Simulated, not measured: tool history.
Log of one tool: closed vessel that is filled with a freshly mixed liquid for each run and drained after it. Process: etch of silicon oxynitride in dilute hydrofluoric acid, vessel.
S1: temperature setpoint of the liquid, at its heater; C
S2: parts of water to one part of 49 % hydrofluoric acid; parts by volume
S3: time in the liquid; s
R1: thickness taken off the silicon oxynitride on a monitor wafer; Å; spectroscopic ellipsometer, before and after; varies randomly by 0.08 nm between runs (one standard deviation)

run    day    S1   S2   S3       R1
  1  0.000  25.0  190  495   87.332
  2  0.079  27.0  155  495  120.650
  3  0.321  24.0  155  495  105.030
  4  0.454  20.5  155  495   89.257
  5  0.671  24.0  130  495  126.960
  6  0.758  24.0  130  530  136.640
  7  0.833  26.5  120  530  167.330
  8  1.029  28.5  115  530  192.830
  9  1.225  30.0  115  530  205.950
 10  1.575  30.0  115  530  204.680

Run 11 has not been measured yet. What should we expect?
 11  1.950  31.0  115  530   ?

R1: 214.980 Å
